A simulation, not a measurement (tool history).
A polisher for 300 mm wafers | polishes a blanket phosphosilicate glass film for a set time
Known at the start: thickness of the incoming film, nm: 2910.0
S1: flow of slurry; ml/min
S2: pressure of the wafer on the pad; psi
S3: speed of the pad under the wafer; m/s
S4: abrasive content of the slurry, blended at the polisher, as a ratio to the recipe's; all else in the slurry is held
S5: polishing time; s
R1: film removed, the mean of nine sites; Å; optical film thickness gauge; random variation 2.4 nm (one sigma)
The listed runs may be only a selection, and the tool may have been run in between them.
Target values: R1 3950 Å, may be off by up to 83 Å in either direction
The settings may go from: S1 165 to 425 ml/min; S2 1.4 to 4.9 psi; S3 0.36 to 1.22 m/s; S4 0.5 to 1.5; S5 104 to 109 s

Run 1, hour 0: S1 275 ml/min, S2 3.1 psi, S3 0.78 m/s, S4 1, S5 104 s. Result: R1 6346.7 Å.
Run 2, hour 8.1: S1 275 ml/min, S2 3.1 psi, S3 0.78 m/s, S4 1, S5 104 s. Result: R1 6422.8 Å.
Run 3, hour 8.7: S1 270 ml/min, S2 2.7 psi, S3 0.78 m/s, S4 1, S5 104 s. Result: R1 5560.1 Å.
Run 4, hour 16.3: S1 265 ml/min, S2 2.4 psi, S3 0.78 m/s, S4 1, S5 104 s. Result: R1 4924.2 Å.
Run 5, hour 24.2: S1 265 ml/min, S2 2.4 psi, S3 0.78 m/s, S4 1, S5 109 s. Result: R1 5219.6 Å.
Run 6, hour 27.6: S1 255 ml/min, S2 2.2 psi, S3 0.78 m/s, S4 1, S5 109 s. Result: R1 4736.5 Å.
Run 7, hour 32.2: S1 235 ml/min, S2 2.1 psi, S3 0.78 m/s, S4 1, S5 109 s. Result: R1 4450.9 Å.
Run 8, hour 38: S1 175 ml/min, S2 1.8 psi, S3 0.78 m/s, S4 1, S5 109 s. Result: R1 3733.9 Å.
Run 9, hour 39: S1 225 ml/min, S2 1.8 psi, S3 0.78 m/s, S4 1, S5 109 s. Result: R1 3875.6 Å.
At hour 40.6: worn pad replaced by a new one.
Run 10, hour 40.6: S1 230 ml/min, S2 1.8 psi, S3 0.78 m/s, S4 1, S5 109 s. Result: R1 4309.7 Å.
Run 11, hour 48.2: S1 220 ml/min, S2 1.8 psi, S3 0.78 m/s, S4 1, S5 109 s. Result: R1 4273.2 Å.
Run 12, hour 56.5: S1 205 ml/min, S2 1.8 psi, S3 0.78 m/s, S4 1, S5 109 s. Result: R1 4232.9 Å.

Below are 5 possible settings for the next run. Only one of them brings all results inside the allowed miss of their targets. Which is it?
Run A, hour 64.8: S1 170 ml/min, S2 2.5 psi, S3 0.52 m/s, S4 0.9, S5 104 s. Result: R1 ?.
Run B, hour 64.8: S1 165 ml/min, S2 2.6 psi, S3 0.62 m/s, S4 0.85, S5 104 s. Result: R1 ?.
Run C, hour 64.8: S1 165 ml/min, S2 1.8 psi, S3 0.76 m/s, S4 1.05, S5 106 s. Result: R1 ?.
Run D, hour 64.8: S1 170 ml/min, S2 2.4 psi, S3 0.64 m/s, S4 1.05, S5 104 s. Result: R1 ?.
Run E, hour 64.8: S1 200 ml/min, S2 1.6 psi, S3 1.04 m/s, S4 0.9, S5 109 s. Result: R1 ?.

move      R1
   A    3696
   B  4287.5
   C  3946.6
   D  4468.7
   E  4531.6
A: the result that was furthest off in the last run now lies on the other side of its target
B: misses by more than the last run did
C: every result lands within tolerance
D: misses by more than the last run did
E: misses by more than the last run did
Go with C: it meets all targets.

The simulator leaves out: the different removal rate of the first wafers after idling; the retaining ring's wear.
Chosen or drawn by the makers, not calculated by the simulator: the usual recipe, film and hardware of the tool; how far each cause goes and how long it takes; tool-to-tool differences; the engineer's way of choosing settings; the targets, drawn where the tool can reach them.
